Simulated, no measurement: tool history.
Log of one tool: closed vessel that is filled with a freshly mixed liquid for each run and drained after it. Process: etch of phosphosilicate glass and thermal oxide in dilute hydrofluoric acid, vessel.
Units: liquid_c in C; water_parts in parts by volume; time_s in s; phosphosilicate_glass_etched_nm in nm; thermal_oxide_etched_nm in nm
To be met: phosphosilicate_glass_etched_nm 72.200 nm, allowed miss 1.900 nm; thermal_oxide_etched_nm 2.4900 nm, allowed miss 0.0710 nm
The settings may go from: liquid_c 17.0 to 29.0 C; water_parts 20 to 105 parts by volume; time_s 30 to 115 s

run	hour	liquid_c	water_parts	time_s	phosphosilicate_glass_etched_nm	thermal_oxide_etched_nm
1	0.0	21.0	55	60	129.510	4.4996
2	3.3	21.0	70	60	99.785	3.4227
3	7.0	20.0	70	60	95.044	3.3022
4	11.2	20.0	50	60	134.750	4.7137
5	12.9	20.0	40	60	174.770	5.8887
6	18.1	19.0	50	60	131.450	4.5419
7	24.9	18.5	55	60	115.150	3.9817
8	30.4	18.0	60	60	105.340	3.5876
9	37.1	18.0	65	60	95.115	3.2272
10	40.1	18.0	70	60	86.559	3.0496
11	47.6	18.0	75	60	81.110	2.7914
12	50.9	18.0	75	60	81.028	2.8093
13	54.7	17.5	75	60	78.750	2.7471

4 next moves are on the table. One of them brings every result within its allowed miss. Which?
A	58.5	17.0	70	55	?	?
B	58.5	17.0	80	60	?	?
C	58.5	17.0	80	55	?	?
D	58.5	17.0	100	80	?	?

move	phosphosilicate_glass_etched_nm	thermal_oxide_etched_nm
A	75.870	2.6371
B	71.644	2.4902
C	65.674	2.2827
D	74.824	2.6007
A: nearer than the last run, and not there yet
B: meets every target
C: takes the result that was furthest off past its target
D: nearer than the last run, and not there yet
Answer: B
